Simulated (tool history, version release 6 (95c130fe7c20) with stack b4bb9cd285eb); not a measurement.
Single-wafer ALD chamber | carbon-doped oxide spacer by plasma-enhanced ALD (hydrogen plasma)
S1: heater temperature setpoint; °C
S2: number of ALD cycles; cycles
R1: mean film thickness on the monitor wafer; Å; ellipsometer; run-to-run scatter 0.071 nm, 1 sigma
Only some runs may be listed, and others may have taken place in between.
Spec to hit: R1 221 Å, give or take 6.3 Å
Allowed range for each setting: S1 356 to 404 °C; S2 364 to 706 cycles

{"run": 1, "hour": 0.0, "S1": 380, "S2": 535, "R1": 259.78}
{"run": 2, "hour": 1.2, "S1": 380, "S2": 508, "R1": 246.93}
{"run": 3, "hour": 9.1, "S1": 380, "S2": 573, "R1": 280.52}
{"run": 4, "hour": 13.2, "S1": 380, "S2": 644, "R1": 314.42}
{"run": 5, "hour": 16.5, "S1": 380, "S2": 579, "R1": 281.22}
{"run": 6, "hour": 17.7, "S1": 380, "S2": 536, "R1": 261.79}
{"run": 7, "hour": 19.9, "S1": 380, "S2": 505, "R1": 244.43}
{"run": 8, "hour": 27.6, "S1": 380, "S2": 488, "R1": 237.85}
{"run": 9, "hour": 32.0, "S1": 380, "S2": 476, "R1": 231.76}
{"run": 10, "hour": 39.4, "S1": 380, "S2": 468, "R1": 229.23}

Of the 4 settings listed for the next run, only one would bring every result within its allowed miss of target. Which one?
{"run": "A", "hour": 46.8, "S1": 388, "S2": 511, "R1": "?"}
{"run": "B", "hour": 46.8, "S1": 377, "S2": 494, "R1": "?"}
{"run": "C", "hour": 46.8, "S1": 387, "S2": 493, "R1": "?"}
{"run": "D", "hour": 46.8, "S1": 378, "S2": 451, "R1": "?"}

move=A R1=248.98
move=B R1=240.7
move=C R1=240.21
move=D R1=219.75
A: the biggest miss grows against the last run
B: the biggest miss grows against the last run
C: the biggest miss grows against the last run
D: all results land within tolerance of their targets
Go with D: it meets all targets.
